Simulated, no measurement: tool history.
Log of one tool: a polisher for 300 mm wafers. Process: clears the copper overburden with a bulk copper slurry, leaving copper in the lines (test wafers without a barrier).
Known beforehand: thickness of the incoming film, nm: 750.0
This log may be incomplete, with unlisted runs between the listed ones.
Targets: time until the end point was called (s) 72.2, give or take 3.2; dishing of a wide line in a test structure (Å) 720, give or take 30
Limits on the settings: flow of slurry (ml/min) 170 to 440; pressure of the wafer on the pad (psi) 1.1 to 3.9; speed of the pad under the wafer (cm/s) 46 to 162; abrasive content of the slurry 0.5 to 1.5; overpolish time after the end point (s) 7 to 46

run,day,flow of slurry (ml/min),pressure of the wafer on the pad (psi),speed of the pad under the wafer (cm/s),abrasive content of the slurry,overpolish time after the end point (s),time until the end point was called (s),dishing of a wide line in a test structure (Å)
1,0,280,2.5,104,1,24,92.826,833.36
2,0.308,280,2.5,110,1,19,90.205,776.64
3,0.567,280,2.6,114,1,16,82.935,743.06
4,0.858,280,2.3,114,1,16,92.367,680.45
5,1.054,280,2.4,116,1,15,85.749,692.39
6,1.329,280,2.5,118,1,14,84.281,693.2
7,1.471,280,2.5,118,1,14,83.441,693.55
8,1.771,280,2.6,120,1,13,79.358,689.96

4 next moves are on the table. One of them brings every result within its allowed miss. Which?
A,2.071,325,2.4,128,0.75,15,?,?
B,2.071,305,2.9,118,1.05,12,?,?
C,2.071,260,2.8,124,0.95,11,?,?
D,2.071,285,3.2,122,0.9,9,?,?

move,time until the end point was called (s),dishing of a wide line in a test structure (Å)
A,83.41,717.32
B,71.132,720.27
C,72.702,674.03
D,64.753,654.25
A: the biggest miss grows against the last run
B: every result lands within tolerance
C: brings the result that was furthest off to its target, and leaves another outside
D: moves the result that the last run missed by most past its target, out the other side
Move B is the one to make.
